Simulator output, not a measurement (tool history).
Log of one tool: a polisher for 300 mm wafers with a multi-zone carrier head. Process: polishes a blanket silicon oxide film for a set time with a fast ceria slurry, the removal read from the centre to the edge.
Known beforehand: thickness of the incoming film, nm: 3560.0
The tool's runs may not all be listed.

run	hour	flow of slurry (ml/min)	pressure of the head's centre zone	pressure of the head's middle zone	pressure of the head's edge zone	polishing time (s)	film removed at the wafer's centre (Å)	film removed at mid-radius (Å)	film removed at the wafer's edge (Å)
1	0	145	1	1	1	75	10599	10428	10429
2	5.6	145	1	1.08	1	75	10572	10749	10268
3	9.7	145	1	1.08	1	94	13314	13448	12883
4	11	155	1.01	1.09	1.02	95	13536	13727	13460
5	17.9	155	1.01	1.09	1.02	109	15746	15830	15220
6	19.4	155	1.01	1.03	1.02	109	15814	15338	15285

Estimate the outcome of run 7 from the log above:
7	27.7	160	1.01	1.04	1.02	109	?	?	?

{"run 7": {"film removed at the wafer's centre (Å)": 15442, "film removed at mid-radius (Å)": 15569, "film removed at the wafer's edge (Å)": 15533}}

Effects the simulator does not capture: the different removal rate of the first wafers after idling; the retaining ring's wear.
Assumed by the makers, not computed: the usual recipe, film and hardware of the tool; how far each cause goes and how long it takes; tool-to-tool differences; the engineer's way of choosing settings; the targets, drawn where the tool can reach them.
